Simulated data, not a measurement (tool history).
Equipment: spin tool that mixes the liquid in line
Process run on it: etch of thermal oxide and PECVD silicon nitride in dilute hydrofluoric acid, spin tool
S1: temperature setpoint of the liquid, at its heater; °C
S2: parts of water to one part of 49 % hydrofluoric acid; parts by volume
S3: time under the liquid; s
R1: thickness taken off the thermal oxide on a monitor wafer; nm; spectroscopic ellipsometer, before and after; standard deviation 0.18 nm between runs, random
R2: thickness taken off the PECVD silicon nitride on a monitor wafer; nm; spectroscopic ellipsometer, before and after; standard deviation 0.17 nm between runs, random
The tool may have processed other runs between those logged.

run 1 hour=0 | S1=21 S2=110 S3=180 | R1=6.7562 R2=2.6321
run 2 hour=2.1 | S1=22 S2=100 S3=185 | R1=8.0275 R2=3.101
run 3 hour=6.7 | S1=23 S2=100 S3=185 | R1=8.3349 R2=3.3236
run 4 hour=8.4 | S1=25 S2=100 S3=185 | R1=9.0153 R2=3.8349
run 5 hour=11.2 | S1=28 S2=100 S3=185 | R1=10.14 R2=4.6349
run 6 hour=14.9 | S1=28 S2=75 S3=185 | R1=14.052 R2=6.1143
run 7 hour=18.4 | S1=28 S2=70 S3=185 | R1=14.977 R2=6.5457
run 8 hour=24.1 | S1=27.5 S2=25 S3=225 | R1=53.969 R2=21.066
run 9 hour=29 | S1=27.5 S2=30 S3=225 | R1=44.464 R2=18.11

Run 10 has not been measured yet. What should we expect?
run 10 hour=31.8 | S1=27.5 S2=35 S3=225 | R1=? R2=?

For run 10 the tool returned R1 37.598 nm, R2 15.229 nm.
